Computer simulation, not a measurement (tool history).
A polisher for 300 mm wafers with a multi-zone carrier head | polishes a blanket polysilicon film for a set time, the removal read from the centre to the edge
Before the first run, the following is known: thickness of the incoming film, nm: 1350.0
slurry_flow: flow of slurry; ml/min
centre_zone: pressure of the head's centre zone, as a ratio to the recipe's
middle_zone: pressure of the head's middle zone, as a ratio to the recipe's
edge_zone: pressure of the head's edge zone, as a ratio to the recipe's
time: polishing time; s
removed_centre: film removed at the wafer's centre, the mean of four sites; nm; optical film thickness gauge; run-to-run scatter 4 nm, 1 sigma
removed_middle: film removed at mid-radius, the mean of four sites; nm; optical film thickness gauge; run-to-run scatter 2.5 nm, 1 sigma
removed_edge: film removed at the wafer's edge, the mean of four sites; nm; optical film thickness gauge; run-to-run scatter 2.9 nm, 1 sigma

run,day,slurry_flow,centre_zone,middle_zone,edge_zone,time,removed_centre,removed_middle,removed_edge
1,0.000,290,1.00,1.00,1.00,62,542.93,548.76,532.16
2,0.308,285,0.98,0.97,0.99,59,504.09,503.75,504.24
3,0.508,280,0.96,0.95,0.97,57,473.91,487.13,478.22
4,0.767,275,0.95,0.93,0.97,55,452.26,452.13,461.38
5,1.104,275,0.95,0.93,0.97,68,560.31,558.26,564.34
6,1.162,275,0.95,0.93,1.01,68,560.46,564.36,586.02
7,1.304,265,0.94,0.91,1.00,64,515.45,512.51,545.36
8,1.550,260,0.93,0.89,0.98,61,497.38,484.92,515.22

Predict the results of run 9:
9,1.842,235,0.85,0.81,0.96,43,?,?,?

Run 9 measured removed_centre 317.46 nm, removed_middle 314.58 nm, removed_edge 353.88 nm.
